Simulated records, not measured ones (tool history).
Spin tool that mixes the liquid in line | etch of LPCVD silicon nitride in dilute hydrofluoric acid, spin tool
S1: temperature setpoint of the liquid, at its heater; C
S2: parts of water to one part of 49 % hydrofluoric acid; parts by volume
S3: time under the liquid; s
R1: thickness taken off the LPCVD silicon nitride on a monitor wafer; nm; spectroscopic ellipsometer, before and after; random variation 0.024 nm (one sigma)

run,hour,S1,S2,S3,R1
1,0.0,23.0,125,315,1.2734
2,8.5,23.0,90,315,1.7180
3,10.4,23.0,50,315,3.1060
4,18.0,23.0,85,315,1.8063
5,24.2,23.0,100,315,1.5910
6,32.3,22.5,105,315,1.4128
7,38.6,22.0,105,315,1.4493
8,47.0,21.5,110,315,1.3535

Forecast run 9:
9,49.4,21.5,115,315,?

{"run 9": {"R1": 1.3004}}
